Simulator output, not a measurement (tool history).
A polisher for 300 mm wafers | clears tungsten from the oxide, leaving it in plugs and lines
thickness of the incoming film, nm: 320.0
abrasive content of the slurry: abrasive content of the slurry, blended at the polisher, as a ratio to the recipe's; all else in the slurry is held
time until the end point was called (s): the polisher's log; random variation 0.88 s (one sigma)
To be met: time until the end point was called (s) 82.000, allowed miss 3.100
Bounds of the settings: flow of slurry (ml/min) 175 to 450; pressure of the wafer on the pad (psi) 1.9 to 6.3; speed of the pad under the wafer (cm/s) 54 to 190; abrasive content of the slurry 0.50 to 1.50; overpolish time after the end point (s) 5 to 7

run    day  flow of slurry (ml/min)  pressure of the wafer on the pad (psi)  speed of the pad under the wafer (cm/s)  abrasive content of the slurry  overpolish time after the end point (s)  time until the end point was called (s)
  1  0.000                      290                                     4.1                                      122                            1.00                                        7                                   49.710
  2  0.296                      290                                     3.7                                      122                            1.00                                        7                                   54.959
  3  0.596                      290                                     3.7                                      122                            1.00                                        5                                   55.630
  4  0.967                      290                                     3.4                                      122                            1.00                                        5                                   58.850
  5  0.996                      290                                     3.1                                      122                            1.00                                        5                                   65.687
  6  1.350                      290                                     3.8                                      122                            1.00                                        5                                   55.040
  7  1.671                      290                                     2.7                                      120                            1.00                                        5                                   74.774
  8  1.971                      290                                     2.3                                      120                            1.00                                        5                                   88.948
  9  2.025                      290                                     2.4                                      120                            1.00                                        5                                   85.888

4 next moves are on the table. One of them brings every result within its allowed miss. Which?
  A  2.079                      280                                     3.2                                       96                            0.95                                        6                                        ?
  B  2.079                      325                                     2.5                                      130                            1.00                                        5                                        ?
  C  2.079                      280                                     2.5                                      130                            1.05                                        5                                        ?
  D  2.079                      280                                     2.3                                      122                            0.90                                        7                                        ?

move  time until the end point was called (s)
   A                                   81.055
   B                                   74.685
   C                                   74.823
   D                                   89.236
A: meets every target
B: takes the result that was furthest off past its target
C: takes the result that was furthest off past its target
D: further off than the last run
Move A is the one to make.
